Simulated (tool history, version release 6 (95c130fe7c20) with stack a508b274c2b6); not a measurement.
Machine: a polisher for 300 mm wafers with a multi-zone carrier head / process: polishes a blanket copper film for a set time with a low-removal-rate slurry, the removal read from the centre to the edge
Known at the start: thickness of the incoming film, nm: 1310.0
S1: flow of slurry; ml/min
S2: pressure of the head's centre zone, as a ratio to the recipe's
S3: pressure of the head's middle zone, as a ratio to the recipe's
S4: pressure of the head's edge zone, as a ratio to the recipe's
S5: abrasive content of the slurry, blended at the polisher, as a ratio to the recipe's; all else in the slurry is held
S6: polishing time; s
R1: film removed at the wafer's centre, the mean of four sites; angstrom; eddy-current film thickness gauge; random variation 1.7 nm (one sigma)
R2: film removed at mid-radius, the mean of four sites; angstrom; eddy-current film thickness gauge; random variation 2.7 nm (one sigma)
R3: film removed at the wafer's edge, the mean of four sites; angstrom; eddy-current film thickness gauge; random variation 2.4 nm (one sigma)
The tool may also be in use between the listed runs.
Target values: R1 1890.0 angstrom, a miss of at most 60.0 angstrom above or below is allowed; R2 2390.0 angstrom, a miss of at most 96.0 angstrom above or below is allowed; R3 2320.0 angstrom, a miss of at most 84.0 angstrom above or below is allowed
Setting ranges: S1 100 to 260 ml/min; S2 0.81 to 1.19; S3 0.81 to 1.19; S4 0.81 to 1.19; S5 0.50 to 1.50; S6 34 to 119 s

| run | hour | S1 | S2 | S3 | S4 | S5 | S6 | R1 | R2 | R3 |
|---|---|---|---|---|---|---|---|---|---|---|
| 1 | 0.0 | 165 | 1.00 | 1.00 | 1.00 | 1.00 | 76 | 2911.1 | 2954.8 | 2953.4 |
| 2 | 1.7 | 150 | 0.94 | 1.00 | 0.98 | 0.85 | 74 | 2488.9 | 2729.4 | 2754.2 |
| 3 | 6.6 | 150 | 0.87 | 1.00 | 0.98 | 0.85 | 74 | 2326.7 | 2696.2 | 2773.1 |
| 4 | 13.5 | 150 | 0.87 | 1.00 | 0.98 | 1.00 | 74 | 2435.0 | 2773.2 | 2887.0 |
| 5 | 18.7 | 150 | 0.92 | 1.00 | 0.98 | 1.00 | 74 | 2535.8 | 2785.7 | 2862.1 |
| 6 | 20.1 | 150 | 0.92 | 1.00 | 0.98 | 1.10 | 74 | 2619.4 | 2783.9 | 2893.4 |
| 7 | 29.1 | 140 | 0.89 | 1.00 | 0.94 | 0.90 | 73 | 2320.4 | 2641.2 | 2618.5 |
| 8 | 36.4 | 130 | 0.86 | 1.00 | 0.93 | 0.80 | 73 | 2166.7 | 2540.8 | 2556.5 |
| 9 | 43.9 | 120 | 0.84 | 1.01 | 0.91 | 0.75 | 73 | 2062.1 | 2500.2 | 2452.1 |

Pick the move, out of 5, that brings all results within their allowed miss; only one does.
| A | 51.4 | 120 | 0.93 | 1.01 | 0.87 | 0.75 | 72 | ? | ? | ? |
| B | 51.4 | 105 | 0.83 | 1.06 | 0.92 | 0.70 | 71 | ? | ? | ? |
| C | 51.4 | 155 | 0.84 | 0.99 | 1.17 | 0.75 | 64 | ? | ? | ? |
| D | 51.4 | 140 | 0.84 | 1.02 | 0.92 | 0.65 | 77 | ? | ? | ? |
| E | 51.4 | 120 | 0.91 | 0.88 | 0.93 | 0.80 | 72 | ? | ? | ? |

| move | R1 | R2 | R3 |
|---|---|---|---|
| A | 2246.3 | 2438.7 | 2396.5 |
| B | 1883.7 | 2378.7 | 2328.8 |
| C | 1950.1 | 2265.6 | 2568.7 |
| D | 2232.4 | 2668.2 | 2635.3 |
| E | 2225.4 | 2198.5 | 2503.9 |
A: the biggest miss grows against the last run
B: each result inside its tolerance
C: about as far from the targets as the last run
D: the biggest miss grows against the last run
E: the biggest miss grows against the last run
The move that meets every target is B.

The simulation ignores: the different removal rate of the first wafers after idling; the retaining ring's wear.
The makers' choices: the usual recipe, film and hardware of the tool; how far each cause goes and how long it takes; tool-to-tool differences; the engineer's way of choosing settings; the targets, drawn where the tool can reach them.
